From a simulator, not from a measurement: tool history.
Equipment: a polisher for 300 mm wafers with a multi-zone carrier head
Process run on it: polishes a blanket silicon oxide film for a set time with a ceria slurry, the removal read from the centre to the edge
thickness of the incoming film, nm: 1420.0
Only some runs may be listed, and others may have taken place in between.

run,hour,flow of slurry (ml/min),pressure of the head's centre zone,pressure of the head's middle zone,pressure of the head's edge zone,polishing time (s),film removed at the wafer's centre (nm),film removed at mid-radius (nm),film removed at the wafer's edge (nm)
1,0.0,310,1.00,1.00,1.00,71,243.53,251.44,258.14
2,1.3,285,1.00,1.00,1.00,71,246.59,254.38,253.47
3,2.0,285,0.94,1.00,1.00,71,230.12,248.63,254.07
4,9.2,285,1.02,1.00,1.00,71,245.26,249.98,252.58
5,14.0,290,1.05,1.03,1.00,73,263.55,269.80,263.00
6,15.8,295,1.07,1.05,1.00,74,275.56,273.21,259.61
7,17.2,295,1.07,1.07,1.00,76,277.35,284.43,273.88
8,24.6,290,1.09,1.09,0.99,77,290.07,290.19,273.13

What will run 9 give?
9,32.4,290,1.09,1.09,0.99,77,?,?,?

{"run 9": {"film removed at the wafer's centre (nm)": 291.01, "film removed at mid-radius (nm)": 292.45, "film removed at the wafer's edge (nm)": 267.51}}
